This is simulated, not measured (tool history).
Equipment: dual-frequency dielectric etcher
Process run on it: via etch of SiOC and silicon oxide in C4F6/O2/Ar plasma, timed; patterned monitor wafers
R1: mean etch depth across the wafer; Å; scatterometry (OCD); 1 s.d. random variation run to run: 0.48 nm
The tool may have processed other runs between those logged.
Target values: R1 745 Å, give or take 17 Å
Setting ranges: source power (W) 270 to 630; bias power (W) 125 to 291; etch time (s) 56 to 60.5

run 1 hour=0 | source_power_(W)=450 bias_power_(W)=208 etch_time_(s)=60.5 | R1=822.91
run 2 hour=0.6 | source_power_(W)=400 bias_power_(W)=208 etch_time_(s)=60.5 | R1=794.16
run 3 hour=1.3 | source_power_(W)=400 bias_power_(W)=208 etch_time_(s)=60.5 | R1=803.79
run 4 hour=6.9 | source_power_(W)=370 bias_power_(W)=208 etch_time_(s)=60.5 | R1=768.15
run 5 hour=11.3 | source_power_(W)=400 bias_power_(W)=208 etch_time_(s)=60.5 | R1=789.12
run 6 hour=19.3 | source_power_(W)=390 bias_power_(W)=206 etch_time_(s)=60.5 | R1=787.86
run 7 hour=25.1 | source_power_(W)=390 bias_power_(W)=206 etch_time_(s)=60.5 | R1=792.73
run 8 hour=33.3 | source_power_(W)=380 bias_power_(W)=203 etch_time_(s)=60.5 | R1=771.02
run 9 hour=39.2 | source_power_(W)=370 bias_power_(W)=202 etch_time_(s)=60.5 | R1=763.38
run 10 hour=43.6 | source_power_(W)=370 bias_power_(W)=201 etch_time_(s)=60.5 | R1=756.46

Of the 4 settings listed for the next run, only one would bring every result within its allowed miss of target. Which one?
run A hour=48 | source_power_(W)=390 bias_power_(W)=207 etch_time_(s)=57 | R1=?
run B hour=48 | source_power_(W)=400 bias_power_(W)=191 etch_time_(s)=60.5 | R1=?
run C hour=48 | source_power_(W)=450 bias_power_(W)=133 etch_time_(s)=58.5 | R1=?
run D hour=48 | source_power_(W)=390 bias_power_(W)=199 etch_time_(s)=60.5 | R1=?

move=A R1=747.29
move=B R1=781.23
move=C R1=712.15
move=D R1=783.8
A: hits every target within its allowed miss
B: its largest miss is bigger than the last run's
C: moves the result that the last run missed by most past its target, out the other side
D: its largest miss is bigger than the last run's
Correct choice: A, which meets every target
